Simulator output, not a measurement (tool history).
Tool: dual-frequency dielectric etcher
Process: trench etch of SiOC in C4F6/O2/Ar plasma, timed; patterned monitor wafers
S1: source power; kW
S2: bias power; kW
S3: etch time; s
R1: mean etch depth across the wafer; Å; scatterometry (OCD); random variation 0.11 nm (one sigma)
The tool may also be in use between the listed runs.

run	hour	S1	S2	S3	R1
1	0	0.34	0.208	22	503.92
2	9	0.34	0.179	22	476.21
3	14.1	0.32	0.178	22	465.91
4	22.4	0.31	0.177	22	459.56
5	31.1	0.31	0.177	22	461.82
6	37.5	0.3	0.176	22	455.63
7	43.2	0.3	0.176	22	454.2
8	51.2	0.29	0.175	22	448.85

Forecast run 9:
9	51.8	0.26	0.172	22	?

R1: 428.79 Å

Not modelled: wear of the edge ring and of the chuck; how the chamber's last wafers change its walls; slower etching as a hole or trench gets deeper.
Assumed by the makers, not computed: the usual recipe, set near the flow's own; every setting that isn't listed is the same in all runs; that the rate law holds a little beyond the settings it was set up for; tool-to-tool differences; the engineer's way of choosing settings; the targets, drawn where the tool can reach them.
